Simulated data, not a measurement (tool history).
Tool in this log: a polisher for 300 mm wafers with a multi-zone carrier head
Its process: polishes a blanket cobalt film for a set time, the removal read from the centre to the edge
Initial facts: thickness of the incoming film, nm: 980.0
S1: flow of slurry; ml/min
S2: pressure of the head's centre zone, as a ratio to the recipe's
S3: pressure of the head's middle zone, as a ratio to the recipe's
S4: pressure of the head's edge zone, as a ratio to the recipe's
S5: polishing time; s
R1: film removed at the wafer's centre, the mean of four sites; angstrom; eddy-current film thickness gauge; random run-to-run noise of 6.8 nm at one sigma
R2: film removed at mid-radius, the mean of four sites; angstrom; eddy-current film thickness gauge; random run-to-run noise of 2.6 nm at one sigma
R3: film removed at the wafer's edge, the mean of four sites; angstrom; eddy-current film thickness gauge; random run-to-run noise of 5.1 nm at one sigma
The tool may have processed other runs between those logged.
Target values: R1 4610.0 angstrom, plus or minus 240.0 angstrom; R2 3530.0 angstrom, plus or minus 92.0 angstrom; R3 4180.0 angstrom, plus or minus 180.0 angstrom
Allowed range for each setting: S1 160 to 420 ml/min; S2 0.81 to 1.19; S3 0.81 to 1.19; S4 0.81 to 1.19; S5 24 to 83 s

{"run": 1, "hour": 0.0, "S1": 270, "S2": 1.0, "S3": 1.0, "S4": 1.0, "S5": 53, "R1": 3202.3, "R2": 3204.6, "R3": 3202.1}
{"run": 2, "hour": 3.1, "S1": 275, "S2": 1.03, "S3": 0.98, "S4": 1.03, "S5": 55, "R1": 3393.0, "R2": 3242.7, "R3": 3377.3}
{"run": 3, "hour": 5.3, "S1": 275, "S2": 1.03, "S3": 0.98, "S4": 1.03, "S5": 67, "R1": 4156.0, "R2": 3957.4, "R3": 4119.5}
{"run": 4, "hour": 13.4, "S1": 275, "S2": 1.03, "S3": 1.06, "S4": 1.03, "S5": 67, "R1": 4259.3, "R2": 4267.1, "R3": 4180.8}
{"run": 5, "hour": 18.9, "S1": 270, "S2": 1.06, "S3": 1.02, "S4": 1.04, "S5": 67, "R1": 4311.4, "R2": 4125.2, "R3": 4295.0}
{"run": 6, "hour": 24.3, "S1": 270, "S2": 1.06, "S3": 1.02, "S4": 1.0, "S5": 67, "R1": 4264.0, "R2": 4154.9, "R3": 3991.7}
{"run": 7, "hour": 25.0, "S1": 270, "S2": 1.08, "S3": 0.98, "S4": 1.01, "S5": 67, "R1": 4429.2, "R2": 3955.1, "R3": 4083.4}
{"run": 8, "hour": 28.3, "S1": 265, "S2": 1.09, "S3": 0.96, "S4": 1.02, "S5": 67, "R1": 4531.7, "R2": 3905.7, "R3": 4117.3}
{"run": 9, "hour": 30.9, "S1": 265, "S2": 1.09, "S3": 0.94, "S4": 1.03, "S5": 67, "R1": 4382.3, "R2": 3833.2, "R3": 4223.6}

Which one of the following 5 next-run settings gets every result inside its allowed miss? There is exactly one.
{"run": "A", "hour": 33.5, "S1": 240, "S2": 1.02, "S3": 0.94, "S4": 1.06, "S5": 66, "R1": "?", "R2": "?", "R3": "?"}
{"run": "B", "hour": 33.5, "S1": 240, "S2": 1.09, "S3": 0.81, "S4": 1.12, "S5": 71, "R1": "?", "R2": "?", "R3": "?"}
{"run": "C", "hour": 33.5, "S1": 260, "S2": 1.07, "S3": 0.92, "S4": 0.92, "S5": 70, "R1": "?", "R2": "?", "R3": "?"}
{"run": "D", "hour": 33.5, "S1": 285, "S2": 1.12, "S3": 0.84, "S4": 1.0, "S5": 68, "R1": "?", "R2": "?", "R3": "?"}
{"run": "E", "hour": 33.5, "S1": 180, "S2": 0.98, "S3": 0.81, "S4": 1.19, "S5": 71, "R1": "?", "R2": "?", "R3": "?"}

move=A R1=4102.4 R2=3731.9 R3=4183.8
move=B R1=4714.0 R2=3549.4 R3=4635.3
move=C R1=4609.6 R2=3921.3 R3=4174.0
move=D R1=4734.4 R2=3565.2 R3=4252.3
move=E R1=4065.9 R2=3424.1 R3=4654.9
A: better than the last run, though not everything is in spec
B: gets the furthest-off result to its target, but another result is out of tolerance
C: lands further from the targets than the last run did
D: hits every target within its allowed miss
E: pushes the last run's worst result past its target
Move D is the one to make.
